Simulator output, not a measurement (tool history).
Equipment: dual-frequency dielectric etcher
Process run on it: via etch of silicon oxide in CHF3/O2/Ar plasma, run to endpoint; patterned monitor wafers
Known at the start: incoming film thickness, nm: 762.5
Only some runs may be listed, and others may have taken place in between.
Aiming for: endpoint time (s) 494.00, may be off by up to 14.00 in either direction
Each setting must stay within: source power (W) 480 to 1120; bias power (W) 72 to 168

run 1 hour=0.0 | source_power_(W)=800 bias_power_(W)=120 | endpoint_time_(s)=396.90
run 2 hour=5.5 | source_power_(W)=800 bias_power_(W)=133 | endpoint_time_(s)=384.11
run 3 hour=9.6 | source_power_(W)=680 bias_power_(W)=133 | endpoint_time_(s)=424.33
run 4 hour=13.3 | source_power_(W)=790 bias_power_(W)=133 | endpoint_time_(s)=385.23
run 5 hour=20.7 | source_power_(W)=720 bias_power_(W)=131 | endpoint_time_(s)=411.85
run 6 hour=23.5 | source_power_(W)=720 bias_power_(W)=124 | endpoint_time_(s)=421.18
run 7 hour=27.9 | source_power_(W)=720 bias_power_(W)=124 | endpoint_time_(s)=417.47
run 8 hour=35.2 | source_power_(W)=670 bias_power_(W)=122 | endpoint_time_(s)=436.41
run 9 hour=39.7 | source_power_(W)=630 bias_power_(W)=121 | endpoint_time_(s)=461.08
run 10 hour=44.0 | source_power_(W)=610 bias_power_(W)=121 | endpoint_time_(s)=469.02
run 11 hour=45.1 | source_power_(W)=600 bias_power_(W)=121 | endpoint_time_(s)=470.76
run 12 hour=53.9 | source_power_(W)=590 bias_power_(W)=121 | endpoint_time_(s)=475.90

5 next moves are on the table. One of them brings every result within its allowed miss. Which?
run A hour=62.7 | source_power_(W)=600 bias_power_(W)=141 | endpoint_time_(s)=?
run B hour=62.7 | source_power_(W)=600 bias_power_(W)=123 | endpoint_time_(s)=?
run C hour=62.7 | source_power_(W)=680 bias_power_(W)=113 | endpoint_time_(s)=?
run D hour=62.7 | source_power_(W)=530 bias_power_(W)=136 | endpoint_time_(s)=?
run E hour=62.7 | source_power_(W)=700 bias_power_(W)=100 | endpoint_time_(s)=?

move=A endpoint_time_(s)=453.03
move=B endpoint_time_(s)=472.21
move=C endpoint_time_(s)=445.82
move=D endpoint_time_(s)=500.41
move=E endpoint_time_(s)=452.99
A: the biggest miss grows against the last run
B: the biggest miss grows against the last run
C: the biggest miss grows against the last run
D: all results in spec
E: the biggest miss grows against the last run
So the answer is move D, the one that meets all the targets.
